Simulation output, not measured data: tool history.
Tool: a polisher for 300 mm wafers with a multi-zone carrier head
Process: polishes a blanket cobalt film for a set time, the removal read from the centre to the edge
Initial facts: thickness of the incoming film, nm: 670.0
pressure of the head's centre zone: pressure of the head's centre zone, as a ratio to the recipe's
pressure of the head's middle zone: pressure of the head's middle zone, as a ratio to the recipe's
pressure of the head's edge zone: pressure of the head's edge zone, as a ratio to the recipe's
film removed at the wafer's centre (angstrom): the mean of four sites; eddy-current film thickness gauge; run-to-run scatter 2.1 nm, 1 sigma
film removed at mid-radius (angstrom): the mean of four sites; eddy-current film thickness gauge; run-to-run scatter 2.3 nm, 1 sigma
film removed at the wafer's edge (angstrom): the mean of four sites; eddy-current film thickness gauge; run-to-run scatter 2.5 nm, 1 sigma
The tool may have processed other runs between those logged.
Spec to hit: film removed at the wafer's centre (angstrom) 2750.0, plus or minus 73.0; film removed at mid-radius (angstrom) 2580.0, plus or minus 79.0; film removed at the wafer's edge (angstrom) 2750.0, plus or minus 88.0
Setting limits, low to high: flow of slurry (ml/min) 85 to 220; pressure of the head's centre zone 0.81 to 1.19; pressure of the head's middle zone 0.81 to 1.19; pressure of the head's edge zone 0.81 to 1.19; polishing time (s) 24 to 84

run  hour  flow of slurry (ml/min)  pressure of the head's centre zone  pressure of the head's middle zone  pressure of the head's edge zone  polishing time (s)  film removed at the wafer's centre (angstrom)  film removed at mid-radius (angstrom)  film removed at the wafer's edge (angstrom)
  1   0.0                      140                                1.00                                1.00                              1.00                  54                                         2142.4                                 2158.3                                       2080.2
  2   1.0                      145                                1.00                                1.00                              1.02                  55                                         2183.6                                 2254.5                                       2118.4
  3   7.1                      145                                1.00                                0.99                              1.03                  56                                         2227.9                                 2287.1                                       2154.1
  4  11.1                      145                                1.00                                0.92                              1.03                  56                                         2243.8                                 2168.5                                       2149.5
  5  14.4                      145                                1.00                                0.91                              1.04                  57                                         2281.6                                 2187.0                                       2215.8
  6  22.5                      145                                1.00                                0.90                              1.05                  58                                         2280.8                                 2205.9                                       2262.8
  7  29.8                      150                                1.01                                0.90                              1.06                  59                                         2414.5                                 2304.2                                       2324.0
  8  37.2                      150                                1.01                                0.89                              1.07                  60                                         2440.1                                 2318.9                                       2381.6
  9  38.3                      155                                1.01                                0.88                              1.08                  60                                         2478.5                                 2266.3                                       2393.4
 10  44.5                      160                                1.01                                0.89                              1.09                  60                                         2477.6                                 2355.2                                       2374.7
 11  49.7                      160                                1.01                                0.89                              1.09                  61                                         2500.5                                 2375.9                                       2425.3
 12  53.2                      160                                1.01                                0.89                              1.10                  62                                         2567.8                                 2416.2                                       2508.0
 13  57.1                      160                                1.01                                0.89                              1.11                  62                                         2553.8                                 2392.2                                       2495.1
 14  61.0                      160                                1.01                                0.89                              1.12                  62                                         2552.4                                 2396.4                                       2524.4
 15  67.3                      160                                1.01                                0.89                              1.13                  62                                         2572.2                                 2410.0                                       2515.0
 16  68.1                      170                                1.00                                0.88                              1.16                  64                                         2650.8                                 2500.6                                       2673.3

4 next moves are on the table. One of them brings every result within its allowed miss. Which?
  A  68.9                      165                                1.00                                0.87                              1.19                  67                                              ?                                      ?                                            ?
  B  68.9                      150                                0.91                                0.89                              1.19                  71                                              ?                                      ?                                            ?
  C  68.9                      180                                1.07                                0.83                              1.15                  61                                              ?                                      ?                                            ?
  D  68.9                      170                                0.99                                0.94                              1.14                  63                                              ?                                      ?                                            ?

move  film removed at the wafer's centre (angstrom)  film removed at mid-radius (angstrom)  film removed at the wafer's edge (angstrom)
   A                                         2733.8                                 2577.4                                       2753.5
   B                                         2579.5                                 2716.1                                       2877.7
   C                                         2710.6                                 2321.3                                       2510.0
   D                                         2561.2                                 2546.7                                       2563.9
A: in spec on every target
B: further off than the last run
C: brings the result that was furthest off to its target, and leaves another outside
D: further off than the last run
Move A is the one to make.
